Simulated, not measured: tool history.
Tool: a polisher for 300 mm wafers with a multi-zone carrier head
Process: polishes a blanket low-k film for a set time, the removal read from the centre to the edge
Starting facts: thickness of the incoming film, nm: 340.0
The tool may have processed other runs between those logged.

| run | hour | flow of slurry (ml/min) | pressure of the head's centre zone | pressure of the head's middle zone | pressure of the head's edge zone | abrasive content of the slurry | polishing time (s) | film removed at the wafer's centre (Å) | film removed at mid-radius (Å) | film removed at the wafer's edge (Å) |
|---|---|---|---|---|---|---|---|---|---|---|
| 1 | 0.0 | 280 | 1.00 | 1.00 | 1.00 | 1.0 | 51 | 170.32 | 185.43 | 182.26 |
| 2 | 6.4 | 280 | 1.00 | 1.07 | 1.00 | 1.0 | 51 | 172.48 | 202.55 | 185.51 |
| 3 | 14.6 | 280 | 1.00 | 1.07 | 0.93 | 1.0 | 51 | 172.56 | 202.77 | 180.82 |
| 4 | 16.7 | 280 | 1.00 | 1.05 | 0.94 | 1.0 | 51 | 174.48 | 194.78 | 178.01 |
| 5 | 23.8 | 275 | 1.00 | 1.03 | 0.95 | 1.0 | 51 | 173.04 | 193.80 | 181.11 |
| 6 | 24.9 | 335 | 1.00 | 1.03 | 0.95 | 1.0 | 51 | 175.40 | 196.70 | 182.13 |
| 7 | 28.1 | 330 | 1.00 | 1.01 | 0.96 | 1.0 | 51 | 174.57 | 191.12 | 186.81 |
| 8 | 33.2 | 325 | 1.00 | 1.00 | 0.96 | 1.0 | 51 | 174.33 | 187.53 | 184.09 |
| 9 | 35.5 | 325 | 1.00 | 0.99 | 0.96 | 1.0 | 51 | 174.89 | 190.64 | 187.52 |
| 10 | 42.1 | 320 | 1.00 | 0.98 | 0.96 | 1.0 | 51 | 175.70 | 190.60 | 184.54 |
| 11 | 45.0 | 320 | 1.00 | 0.96 | 0.97 | 1.0 | 51 | 173.26 | 186.48 | 186.35 |
| 12 | 47.5 | 320 | 1.01 | 0.95 | 0.97 | 1.0 | 51 | 170.69 | 180.16 | 190.40 |
| 13 | 53.5 | 320 | 1.02 | 0.95 | 0.96 | 1.0 | 51 | 177.69 | 188.38 | 188.41 |
| 14 | 59.9 | 325 | 1.03 | 0.94 | 0.96 | 1.0 | 51 | 186.74 | 184.32 | 186.76 |
| 15 | 61.4 | 325 | 1.03 | 0.93 | 0.96 | 1.0 | 51 | 178.33 | 179.10 | 187.40 |

Run 16 has not been measured yet. What should we expect?
| 16 | 67.9 | 325 | 1.03 | 0.92 | 0.96 | 1.0 | 51 | ? | ? | ? |

film removed at the wafer's centre (Å): 176.10
film removed at mid-radius (Å): 179.53
film removed at the wafer's edge (Å): 182.79

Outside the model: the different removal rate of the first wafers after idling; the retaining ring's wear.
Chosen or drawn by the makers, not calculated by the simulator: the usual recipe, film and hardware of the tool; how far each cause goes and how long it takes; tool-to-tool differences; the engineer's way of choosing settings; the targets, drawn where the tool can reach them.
